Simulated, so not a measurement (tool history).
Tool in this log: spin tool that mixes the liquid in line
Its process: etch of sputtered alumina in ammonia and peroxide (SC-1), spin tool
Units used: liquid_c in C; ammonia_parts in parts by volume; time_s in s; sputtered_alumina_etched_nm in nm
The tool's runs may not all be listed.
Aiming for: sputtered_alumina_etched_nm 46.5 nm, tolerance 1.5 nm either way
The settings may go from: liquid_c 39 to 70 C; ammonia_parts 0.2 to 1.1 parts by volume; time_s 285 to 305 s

run	hour	liquid_c	ammonia_parts	time_s	sputtered_alumina_etched_nm
1	0	55	0.6	285	20.991
2	5	50.5	0.6	285	16.506
3	6.8	50.5	0.6	305	17.336
4	14.3	50.5	0.6	285	16.539
5	19.2	50.5	0.75	285	17.172
# hour 20: ammonia flow meter replaced
6	20	54	0.75	285	20.579
7	28.7	57	0.75	285	23.892
8	36.9	59.5	0.75	285	27.511

Which single option among these 4 for the next run brings every result within its allowed miss of target? Just one does.
A	45.1	68.5	0.9	305	?
B	45.1	70	0.9	305	?
C	45.1	67.5	0.55	305	?
D	45.1	56	0.75	285	?

move	sputtered_alumina_etched_nm
A	46.539
B	50.03
C	42.317
D	22.716
A: in spec on every target
B: carries the result that was furthest off beyond its target, to the other side
C: an improvement on the last run, though not all results are within tolerance
D: lands further from the targets than the last run did
Go with A: it meets all targets.

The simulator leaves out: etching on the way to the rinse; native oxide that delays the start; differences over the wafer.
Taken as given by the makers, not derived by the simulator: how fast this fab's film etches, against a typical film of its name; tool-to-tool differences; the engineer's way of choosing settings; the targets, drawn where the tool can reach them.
